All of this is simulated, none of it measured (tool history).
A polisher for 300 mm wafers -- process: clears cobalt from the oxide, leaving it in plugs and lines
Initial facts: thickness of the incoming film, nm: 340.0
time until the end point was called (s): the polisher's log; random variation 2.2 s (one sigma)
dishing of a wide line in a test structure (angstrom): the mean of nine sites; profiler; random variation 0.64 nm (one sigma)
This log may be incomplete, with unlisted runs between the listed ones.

run	hour	flow of slurry (ml/min)	pressure of the wafer on the pad (kPa)	speed of the pad under the wafer (m/s)	overpolish time after the end point (s)	time until the end point was called (s)	dishing of a wide line in a test structure (angstrom)
1	0	300	10.3	1.12	27	85.668	543.96
2	1.9	300	9.7	1.08	28	95.502	530.87
3	7.6	300	9.7	1.08	38	95.221	584.47
4	9	300	9.7	1.08	44	97.559	610.03
5	16.3	300	9.7	1.08	38	95.85	597.44
6	22.7	300	9	1.04	36	108.29	557.84
7	30.3	300	8.3	1.02	34	117.96	534.37
8	35.5	300	7.6	1	33	129.85	490.27
9	37.7	300	6.9	1	33	143.52	485.87
10	44.7	300	6.9	1	33	143.59	478.6
11	45.4	300	5.5	1	33	178.45	425.23
12	49.5	300	5.5	1	33	178.43	422.13
13	56.7	300	5.5	1	35	174.11	441.95

Run 14 is up next; what results do you expect?
14	65.4	300	4.8	1	35	?	?

time until the end point was called (s): 197.85
dishing of a wide line in a test structure (angstrom): 406.58
